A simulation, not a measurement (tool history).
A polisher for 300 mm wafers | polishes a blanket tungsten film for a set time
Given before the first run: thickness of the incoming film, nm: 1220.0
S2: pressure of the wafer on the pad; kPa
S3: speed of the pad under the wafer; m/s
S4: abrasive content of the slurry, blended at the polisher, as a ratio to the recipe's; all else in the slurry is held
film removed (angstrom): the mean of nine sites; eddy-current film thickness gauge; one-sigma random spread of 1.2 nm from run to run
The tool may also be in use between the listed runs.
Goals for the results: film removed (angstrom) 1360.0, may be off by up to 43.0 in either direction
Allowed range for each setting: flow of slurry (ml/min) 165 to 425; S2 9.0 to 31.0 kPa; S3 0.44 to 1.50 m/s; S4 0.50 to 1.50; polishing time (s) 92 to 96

{"run": 1, "day": 0.0, "flow of slurry (ml/min)": 275, "S2": 20.0, "S3": 0.96, "S4": 1.0, "polishing time (s)": 92, "film removed (angstrom)": 3014.3}
{"run": 2, "day": 0.254, "flow of slurry (ml/min)": 275, "S2": 18.6, "S3": 0.94, "S4": 1.0, "polishing time (s)": 92, "film removed (angstrom)": 2788.7}
{"run": 3, "day": 0.338, "flow of slurry (ml/min)": 275, "S2": 17.2, "S3": 0.9, "S4": 1.0, "polishing time (s)": 92, "film removed (angstrom)": 2476.8}
{"run": 4, "day": 0.6, "flow of slurry (ml/min)": 275, "S2": 17.2, "S3": 0.9, "S4": 1.15, "polishing time (s)": 92, "film removed (angstrom)": 2572.5}
{"run": 5, "day": 0.708, "flow of slurry (ml/min)": 275, "S2": 17.2, "S3": 0.9, "S4": 1.15, "polishing time (s)": 92, "film removed (angstrom)": 2598.5}
{"run": 6, "day": 0.796, "flow of slurry (ml/min)": 275, "S2": 16.5, "S3": 0.88, "S4": 1.15, "polishing time (s)": 92, "film removed (angstrom)": 2484.5}
{"run": 7, "day": 0.983, "flow of slurry (ml/min)": 275, "S2": 15.9, "S3": 0.86, "S4": 1.15, "polishing time (s)": 92, "film removed (angstrom)": 2300.9}
{"run": 8, "day": 1.096, "flow of slurry (ml/min)": 275, "S2": 15.2, "S3": 0.84, "S4": 1.15, "polishing time (s)": 92, "film removed (angstrom)": 2204.3}
{"run": 9, "day": 1.275, "flow of slurry (ml/min)": 275, "S2": 15.2, "S3": 0.84, "S4": 1.15, "polishing time (s)": 92, "film removed (angstrom)": 2157.5}
{"run": 10, "day": 1.392, "flow of slurry (ml/min)": 270, "S2": 9.7, "S3": 0.68, "S4": 1.15, "polishing time (s)": 92, "film removed (angstrom)": 1207.9}
{"run": 11, "day": 1.642, "flow of slurry (ml/min)": 275, "S2": 9.7, "S3": 0.68, "S4": 1.15, "polishing time (s)": 92, "film removed (angstrom)": 1242.2}
{"run": 12, "day": 1.917, "flow of slurry (ml/min)": 280, "S2": 9.7, "S3": 0.68, "S4": 1.15, "polishing time (s)": 92, "film removed (angstrom)": 1240.1}
{"run": 13, "day": 2.142, "flow of slurry (ml/min)": 285, "S2": 9.7, "S3": 0.68, "S4": 1.15, "polishing time (s)": 92, "film removed (angstrom)": 1229.0}
{"run": 14, "day": 2.329, "flow of slurry (ml/min)": 285, "S2": 11.7, "S3": 0.68, "S4": 1.15, "polishing time (s)": 92, "film removed (angstrom)": 1483.5}

Which of these 4 next moves meets every target?
{"run": "A", "day": 2.517, "flow of slurry (ml/min)": 300, "S2": 10.3, "S3": 0.9, "S4": 0.85, "polishing time (s)": 95, "film removed (angstrom)": "?"}
{"run": "B", "day": 2.517, "flow of slurry (ml/min)": 280, "S2": 13.8, "S3": 0.54, "S4": 1.15, "polishing time (s)": 96, "film removed (angstrom)": "?"}
{"run": "C", "day": 2.517, "flow of slurry (ml/min)": 265, "S2": 10.3, "S3": 0.68, "S4": 0.95, "polishing time (s)": 92, "film removed (angstrom)": "?"}
{"run": "D", "day": 2.517, "flow of slurry (ml/min)": 300, "S2": 10.3, "S3": 0.72, "S4": 1.1, "polishing time (s)": 92, "film removed (angstrom)": "?"}

move=A film_removed_(angstrom)=1566.3
move=B film_removed_(angstrom)=1576.3
move=C film_removed_(angstrom)=1266.1
move=D film_removed_(angstrom)=1374.6
A: the biggest miss grows against the last run
B: the biggest miss grows against the last run
C: takes the biggest miss from the last run beyond its target
D: all results in spec
The move that meets every target is D.

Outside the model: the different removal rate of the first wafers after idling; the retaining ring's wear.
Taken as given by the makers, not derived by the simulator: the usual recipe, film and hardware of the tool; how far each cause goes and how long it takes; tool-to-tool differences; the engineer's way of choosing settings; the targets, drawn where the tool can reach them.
